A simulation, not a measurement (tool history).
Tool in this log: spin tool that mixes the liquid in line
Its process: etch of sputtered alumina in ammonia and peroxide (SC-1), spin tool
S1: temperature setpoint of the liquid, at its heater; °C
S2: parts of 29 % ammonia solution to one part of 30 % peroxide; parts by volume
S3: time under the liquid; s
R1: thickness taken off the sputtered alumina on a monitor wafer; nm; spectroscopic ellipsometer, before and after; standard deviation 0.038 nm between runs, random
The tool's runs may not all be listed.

Run 1, hour 0: S1 50 °C, S2 0.8 parts by volume, S3 195 s. Result: R1 7.0908 nm.
Run 2, hour 2.9: S1 53.5 °C, S2 0.8 parts by volume, S3 195 s. Result: R1 8.6287 nm.
Run 3, hour 3.7: S1 53.5 °C, S2 0.8 parts by volume, S3 205 s. Result: R1 9.1074 nm.
Run 4, hour 7: S1 53.5 °C, S2 0.8 parts by volume, S3 195 s. Result: R1 8.5625 nm.
Run 5, hour 15.8: S1 53.5 °C, S2 0.8 parts by volume, S3 205 s. Result: R1 9.0218 nm.
Run 6, hour 22: S1 53.5 °C, S2 0.8 parts by volume, S3 195 s. Result: R1 8.5926 nm.
Run 7, hour 26.7: S1 50 °C, S2 0.8 parts by volume, S3 195 s. Result: R1 7.0554 nm.
Run 8, hour 30.3: S1 47.5 °C, S2 0.8 parts by volume, S3 195 s. Result: R1 6.0871 nm.
Run 9, hour 35.9: S1 46 °C, S2 0.8 parts by volume, S3 195 s. Result: R1 5.5693 nm.
Run 10, hour 37.3: S1 45 °C, S2 0.8 parts by volume, S3 195 s. Result: R1 5.2171 nm.
Run 11, hour 44.9: S1 44.5 °C, S2 0.8 parts by volume, S3 195 s. Result: R1 5.1635 nm.
Run 12, hour 51.2: S1 44 °C, S2 0.8 parts by volume, S3 195 s. Result: R1 5.0215 nm.
At hour 54.8: heated supply line repaired.
Run 13, hour 54.8: S1 43.5 °C, S2 0.8 parts by volume, S3 195 s. Result: R1 6.1169 nm.
Run 14, hour 62.5: S1 42 °C, S2 0.6 parts by volume, S3 195 s. Result: R1 5.4684 nm.

Run 15, settings as shown, results not yet in. Your forecast:
Run 15, hour 68.8: S1 41 °C, S2 0.6 parts by volume, S3 195 s. Result: R1 ?.

R1: 5.1163 nm
